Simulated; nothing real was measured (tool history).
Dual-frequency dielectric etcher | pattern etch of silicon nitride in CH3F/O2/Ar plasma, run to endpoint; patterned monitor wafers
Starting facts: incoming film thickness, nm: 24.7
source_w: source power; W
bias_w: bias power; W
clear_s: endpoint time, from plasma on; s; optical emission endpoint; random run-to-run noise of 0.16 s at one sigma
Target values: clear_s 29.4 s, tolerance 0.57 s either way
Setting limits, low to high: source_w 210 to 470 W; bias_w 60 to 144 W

run  hour  source_w  bias_w  clear_s
  1     0       340     102   35.528
  2   4.2       390     102   33.028
  3  12.3       410     103   32.184
  4  20.1       430     105   31.289
  5  28.2       460     105   30.773
  6    36       460      89   31.919
  7  44.5       460      97   30.999
  8  46.1       460     102   30.841
  9  53.9       460     106    30.47
 10  62.7       460     109    30.05

Consider the 4 candidate settings below. Which is the only one whose results all fall within their allowed miss of target?
  A  71.5       470     112        ?
  B  71.5       470     131        ?
  C  71.5       470     130        ?
  D  71.5       450      97        ?

move  clear_s
   A   29.502
   B   28.059
   C   28.129
   D   31.451
A: all results in spec
B: carries the result that was furthest off beyond its target, to the other side
C: carries the result that was furthest off beyond its target, to the other side
D: further off than the last run
The move that meets every target is A.
